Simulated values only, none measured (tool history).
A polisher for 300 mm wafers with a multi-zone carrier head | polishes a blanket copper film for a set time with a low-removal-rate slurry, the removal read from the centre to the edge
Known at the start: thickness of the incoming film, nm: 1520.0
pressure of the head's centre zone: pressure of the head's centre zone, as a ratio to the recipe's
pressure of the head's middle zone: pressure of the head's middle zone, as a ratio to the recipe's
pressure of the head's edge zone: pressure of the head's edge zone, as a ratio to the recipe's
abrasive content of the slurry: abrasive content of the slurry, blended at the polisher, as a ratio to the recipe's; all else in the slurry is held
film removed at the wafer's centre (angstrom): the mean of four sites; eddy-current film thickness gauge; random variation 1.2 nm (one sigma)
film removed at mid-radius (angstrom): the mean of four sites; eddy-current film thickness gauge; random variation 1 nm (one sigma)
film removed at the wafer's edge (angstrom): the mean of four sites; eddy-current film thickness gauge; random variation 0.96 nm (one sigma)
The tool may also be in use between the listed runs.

run	hour	flow of slurry (ml/min)	pressure of the head's centre zone	pressure of the head's middle zone	pressure of the head's edge zone	abrasive content of the slurry	polishing time (s)	film removed at the wafer's centre (angstrom)	film removed at mid-radius (angstrom)	film removed at the wafer's edge (angstrom)
1	0	185	1	1	1	1	86	2424.3	2504.8	2449.6
2	8	185	1	1	0.92	1	86	2461.7	2443.2	2376.9
3	9.3	185	0.95	1	0.92	1	86	2342.7	2453	2354.7
4	14.2	230	0.95	1	0.92	1	86	2448.4	2553.9	2448.9
5	23.1	220	0.95	0.99	0.9	0.95	81	2238.6	2371.1	2224.6
6	28.2	220	0.95	0.99	0.98	0.95	81	2227.1	2375.4	2316.8
7	33.4	210	0.96	0.97	0.96	0.9	77	2074.1	2142.3	2143.9
8	40.7	205	0.97	0.97	0.94	0.85	74	1976.6	2070.4	1961.9
9	46.5	195	0.97	0.95	0.93	0.8	72	1924.2	1893.2	1873.9

Run 10 comes next. What will it give?
10	47.1	190	0.96	0.94	0.92	0.75	70	?	?	?

film removed at the wafer's centre (angstrom): 1803.9
film removed at mid-radius (angstrom): 1781.7
film removed at the wafer's edge (angstrom): 1789.7
